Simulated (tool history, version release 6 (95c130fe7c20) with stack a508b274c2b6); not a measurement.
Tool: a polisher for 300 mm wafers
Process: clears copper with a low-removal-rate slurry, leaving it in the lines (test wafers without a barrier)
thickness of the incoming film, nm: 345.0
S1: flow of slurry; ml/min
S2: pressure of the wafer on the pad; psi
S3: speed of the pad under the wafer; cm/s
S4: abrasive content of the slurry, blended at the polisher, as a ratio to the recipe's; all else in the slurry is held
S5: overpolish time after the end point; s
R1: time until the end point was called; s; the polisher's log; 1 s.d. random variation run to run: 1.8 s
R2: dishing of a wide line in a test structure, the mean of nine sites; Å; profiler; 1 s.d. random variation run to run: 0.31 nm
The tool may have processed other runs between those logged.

run	hour	S1	S2	S3	S4	S5	R1	R2
1	0	130	2.7	132	1	25	80.265	493.12
2	3.6	130	2.7	132	1.2	25	77.156	506.53
3	11	135	2.4	132	1.15	20	88.273	414.61
4	15	135	2.2	136	1.1	17	96.206	350.07
5	19.9	135	2.1	138	1.1	15	98.736	305.56
6	21.9	135	2.1	138	1.2	15	95.01	320.21

Run 7 is up next; what results do you expect?
7	28.6	130	2	138	1.2	14	?	?

R1: 101.3 s
R2: 282.64 Å
